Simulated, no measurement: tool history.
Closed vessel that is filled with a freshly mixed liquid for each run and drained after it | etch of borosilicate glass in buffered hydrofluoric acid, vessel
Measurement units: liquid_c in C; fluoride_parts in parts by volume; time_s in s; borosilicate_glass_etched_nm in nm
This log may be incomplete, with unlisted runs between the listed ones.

run    day  liquid_c  fluoride_parts  time_s  borosilicate_glass_etched_nm
  1  0.000      22.0              19      30                        17.537
  2  0.104      25.0              19      30                        20.655
  3  0.150      28.0              19      30                        24.221
  4  0.425      25.5              19      30                        21.216
     0.758  -- hydrofluoric acid flow meter replaced
  5  0.758      25.0              19      30                        22.109
  6  0.838      24.5              19      30                        21.742

What will run 7 give?
  7  0.875      23.5              19      30                             ?

Logged for run 7: borosilicate_glass_etched_nm 20.529 nm.
